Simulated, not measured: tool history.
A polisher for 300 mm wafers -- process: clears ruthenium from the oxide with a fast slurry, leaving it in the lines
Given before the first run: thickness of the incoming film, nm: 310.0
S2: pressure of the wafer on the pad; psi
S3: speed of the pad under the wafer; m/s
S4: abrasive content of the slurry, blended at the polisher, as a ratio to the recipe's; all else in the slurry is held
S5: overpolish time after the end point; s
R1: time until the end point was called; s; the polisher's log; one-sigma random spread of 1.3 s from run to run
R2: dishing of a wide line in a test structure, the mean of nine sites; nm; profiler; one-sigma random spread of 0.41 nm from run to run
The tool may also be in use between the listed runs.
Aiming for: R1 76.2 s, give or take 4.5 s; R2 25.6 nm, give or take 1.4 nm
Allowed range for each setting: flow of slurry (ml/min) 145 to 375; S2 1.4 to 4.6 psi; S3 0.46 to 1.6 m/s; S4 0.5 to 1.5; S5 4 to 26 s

Run 1, day 0: flow of slurry (ml/min) 240, S2 3 psi, S3 1.02 m/s, S4 1, S5 13 s. Result: R1 88.838 s, R2 38.516 nm.
Run 2, day 0.096: flow of slurry (ml/min) 240, S2 3.1 psi, S3 1.02 m/s, S4 1, S5 11 s. Result: R1 86.462 s, R2 34.193 nm.
Run 3, day 0.371: flow of slurry (ml/min) 240, S2 3.2 psi, S3 1.02 m/s, S4 1, S5 10 s. Result: R1 83.727 s, R2 32.016 nm.
Run 4, day 0.462: flow of slurry (ml/min) 240, S2 3.3 psi, S3 1.02 m/s, S4 1, S5 9 s. Result: R1 85.297 s, R2 30.406 nm.
Run 5, day 0.688: flow of slurry (ml/min) 240, S2 3.4 psi, S3 1.02 m/s, S4 1, S5 8 s. Result: R1 80.986 s, R2 27.204 nm.
Run 6, day 0.742: flow of slurry (ml/min) 240, S2 3.4 psi, S3 1.02 m/s, S4 0.9, S5 8 s. Result: R1 84.065 s, R2 27.006 nm.
Run 7, day 1.017: flow of slurry (ml/min) 245, S2 3.7 psi, S3 1.02 m/s, S4 0.95, S5 6 s. Result: R1 77.329 s, R2 21.33 nm.
Run 8, day 1.3: flow of slurry (ml/min) 240, S2 3.6 psi, S3 1.04 m/s, S4 0.95, S5 6 s. Result: R1 79.618 s, R2 22.196 nm.
Run 9, day 1.462: flow of slurry (ml/min) 240, S2 3.6 psi, S3 1.06 m/s, S4 0.95, S5 6 s. Result: R1 75.894 s, R2 22.38 nm.
Run 10, day 1.812: flow of slurry (ml/min) 240, S2 3.5 psi, S3 1.06 m/s, S4 0.95, S5 6 s. Result: R1 76.768 s, R2 21.422 nm.
Run 11, day 1.862: flow of slurry (ml/min) 240, S2 3.5 psi, S3 1.04 m/s, S4 0.95, S5 6 s. Result: R1 77.736 s, R2 21.32 nm.

Next run, 4 choices. One meets every target within its allowed miss, the rest don't. Which?
Run A, day 1.912: flow of slurry (ml/min) 275, S2 3.6 psi, S3 0.74 m/s, S4 1.05, S5 10 s. Result: R1 ?, R2 ?.
Run B, day 1.912: flow of slurry (ml/min) 205, S2 3.8 psi, S3 0.94 m/s, S4 1.1, S5 8 s. Result: R1 ?, R2 ?.
Run C, day 1.912: flow of slurry (ml/min) 265, S2 3.6 psi, S3 1.2 m/s, S4 0.75, S5 6 s. Result: R1 ?, R2 ?.
Run D, day 1.912: flow of slurry (ml/min) 305, S2 4 psi, S3 0.86 m/s, S4 1.1, S5 7 s. Result: R1 ?, R2 ?.

move      R1      R2
   A  88.312  29.395
   B  72.818  28.631
   C  73.409  22.008
   D  71.872  25.751
A: moves the result that the last run missed by most past its target, out the other side
B: moves the result that the last run missed by most past its target, out the other side
C: nearer than the last run, and not there yet
D: in spec on every target
D is the move that brings every result within its allowed miss.

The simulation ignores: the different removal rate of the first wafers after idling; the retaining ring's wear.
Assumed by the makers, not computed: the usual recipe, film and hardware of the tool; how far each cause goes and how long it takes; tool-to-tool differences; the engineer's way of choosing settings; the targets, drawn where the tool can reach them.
